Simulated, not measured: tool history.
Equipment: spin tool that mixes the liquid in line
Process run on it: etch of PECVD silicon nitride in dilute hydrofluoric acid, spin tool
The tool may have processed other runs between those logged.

run	hour	temperature setpoint of the liquid (C)	parts of water to one part of 49 % hydrofluoric acid (parts by volume)	time under the liquid (s)	thickness taken off the PECVD silicon nitride on a monitor wafer (angstrom)
1	0	20	145	320	32.977
2	7.5	20	145	320	32.649
3	11.9	18.5	145	320	29.642
4	12.7	18.5	145	320	29.794
# hour 14.3: thermometer replaced
5	14.3	17	145	320	22.32
6	16.2	17	105	320	30.914
7	17.3	18.5	105	320	34.664
8	20.8	19.5	105	320	36.721
9	29.6	20.5	105	320	38.631

Run 10 is up next; what results do you expect?
10	38.2	21.5	105	320	?

Run 10 produced thickness taken off the PECVD silicon nitride on a monitor wafer (angstrom) 40.818.
